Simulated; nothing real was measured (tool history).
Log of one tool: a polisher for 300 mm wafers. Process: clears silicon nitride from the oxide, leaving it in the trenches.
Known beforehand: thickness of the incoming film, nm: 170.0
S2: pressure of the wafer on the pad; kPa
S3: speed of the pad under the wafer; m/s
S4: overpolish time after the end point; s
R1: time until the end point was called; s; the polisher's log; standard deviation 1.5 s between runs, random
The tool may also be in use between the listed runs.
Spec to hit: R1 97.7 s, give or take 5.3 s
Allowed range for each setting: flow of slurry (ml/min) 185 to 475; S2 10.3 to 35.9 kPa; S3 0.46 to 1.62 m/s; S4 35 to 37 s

Run 1, hour 0: flow of slurry (ml/min) 305, S2 22.8 kPa, S3 1.04 m/s, S4 35 s. Result: R1 120.42 s.
Run 2, hour 8.3: flow of slurry (ml/min) 305, S2 22.8 kPa, S3 1.04 m/s, S4 37 s. Result: R1 116.97 s.
Run 3, hour 16.2: flow of slurry (ml/min) 305, S2 23.4 kPa, S3 1.04 m/s, S4 37 s. Result: R1 118.01 s.
Run 4, hour 24.2: flow of slurry (ml/min) 255, S2 23.4 kPa, S3 1.04 m/s, S4 37 s. Result: R1 120.88 s.
Run 5, hour 33.2: flow of slurry (ml/min) 260, S2 24.1 kPa, S3 1.04 m/s, S4 37 s. Result: R1 114.12 s.
Run 6, hour 35.9: flow of slurry (ml/min) 260, S2 24.1 kPa, S3 1.04 m/s, S4 35 s. Result: R1 116.1 s.
Run 7, hour 44.9: flow of slurry (ml/min) 260, S2 24.8 kPa, S3 1.04 m/s, S4 35 s. Result: R1 118.5 s.
Run 8, hour 52.1: flow of slurry (ml/min) 265, S2 26.2 kPa, S3 1.04 m/s, S4 35 s. Result: R1 109.88 s.
Run 9, hour 53.7: flow of slurry (ml/min) 265, S2 26.9 kPa, S3 1.04 m/s, S4 35 s. Result: R1 111.65 s.
Run 10, hour 60.7: flow of slurry (ml/min) 265, S2 27.6 kPa, S3 1.04 m/s, S4 35 s. Result: R1 108.47 s.
Run 11, hour 62: flow of slurry (ml/min) 265, S2 28.3 kPa, S3 1.04 m/s, S4 35 s. Result: R1 105.63 s.

Consider the 4 candidate settings below. Which is the only one whose results all fall within their allowed miss of target?
Run A, hour 63.3: flow of slurry (ml/min) 300, S2 24.8 kPa, S3 1 m/s, S4 36 s. Result: R1 ?.
Run B, hour 63.3: flow of slurry (ml/min) 225, S2 29 kPa, S3 0.88 m/s, S4 36 s. Result: R1 ?.
Run C, hour 63.3: flow of slurry (ml/min) 255, S2 28.3 kPa, S3 0.94 m/s, S4 35 s. Result: R1 ?.
Run D, hour 63.3: flow of slurry (ml/min) 235, S2 31.7 kPa, S3 1.04 m/s, S4 35 s. Result: R1 ?.

move      R1
   A  117.72
   B  122.85
   C  115.56
   D  96.972
A: moves away from the targets compared with the last run
B: moves away from the targets compared with the last run
C: moves away from the targets compared with the last run
D: all results land within tolerance of their targets
Go with D: it meets all targets.
